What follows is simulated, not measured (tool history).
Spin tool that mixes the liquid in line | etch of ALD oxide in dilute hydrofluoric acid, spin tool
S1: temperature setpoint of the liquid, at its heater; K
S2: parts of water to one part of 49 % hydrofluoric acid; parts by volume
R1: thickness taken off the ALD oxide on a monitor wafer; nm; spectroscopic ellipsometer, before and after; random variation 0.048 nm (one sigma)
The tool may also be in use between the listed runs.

run 1 hour=0.0 | S1=294.15 S2=110 time_under_the_liquid_(s)=80 | R1=11.1980
run 2 hour=3.9 | S1=294.15 S2=110 time_under_the_liquid_(s)=80 | R1=11.2570
run 3 hour=11.1 | S1=294.15 S2=90 time_under_the_liquid_(s)=80 | R1=14.1900
run 4 hour=13.8 | S1=293.15 S2=105 time_under_the_liquid_(s)=80 | R1=11.4490
run 5 hour=20.0 | S1=292.65 S2=120 time_under_the_liquid_(s)=80 | R1=9.6224
run 6 hour=24.2 | S1=292.65 S2=135 time_under_the_liquid_(s)=80 | R1=8.3772
run 7 hour=32.1 | S1=292.15 S2=145 time_under_the_liquid_(s)=80 | R1=7.4706
run 8 hour=38.3 | S1=291.65 S2=150 time_under_the_liquid_(s)=80 | R1=7.1403
run 9 hour=39.7 | S1=291.15 S2=155 time_under_the_liquid_(s)=80 | R1=6.7122
run 10 hour=46.8 | S1=291.15 S2=160 time_under_the_liquid_(s)=80 | R1=6.4136
run 11 hour=52.2 | S1=291.15 S2=165 time_under_the_liquid_(s)=80 | R1=6.2234

Run 12 comes next. What will it give?
run 12 hour=56.9 | S1=291.15 S2=170 time_under_the_liquid_(s)=80 | R1=?

Run 12 gave R1 6.0309 nm.
